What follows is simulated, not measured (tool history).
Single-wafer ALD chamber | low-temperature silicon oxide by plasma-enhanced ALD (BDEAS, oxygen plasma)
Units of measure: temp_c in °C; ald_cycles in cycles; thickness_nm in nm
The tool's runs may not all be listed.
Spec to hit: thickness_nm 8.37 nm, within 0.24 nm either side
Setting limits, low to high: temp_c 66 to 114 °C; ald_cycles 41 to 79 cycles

run	hour	temp_c	ald_cycles	thickness_nm
1	0	90	60	9.9522
2	0.7	93	57	9.307
3	6.1	95	56	9.0338
4	11.4	97	55	8.8099
5	12	99	54	8.6425
6	20.2	99	47	7.55
7	21.3	96	48	7.7703
8	28.9	94	49	7.9531

Exactly one of the 4 candidate moves below puts every result within its allowed miss. Which one?
A	36.5	94	44	?
B	36.5	92	47	?
C	36.5	98	52	?
D	36.5	94	47	?

move	thickness_nm
A	7.2139
B	7.7536
C	8.4197
D	7.7058
A: further off than the last run
B: further off than the last run
C: all results land within tolerance of their targets
D: further off than the last run
C meets every target.
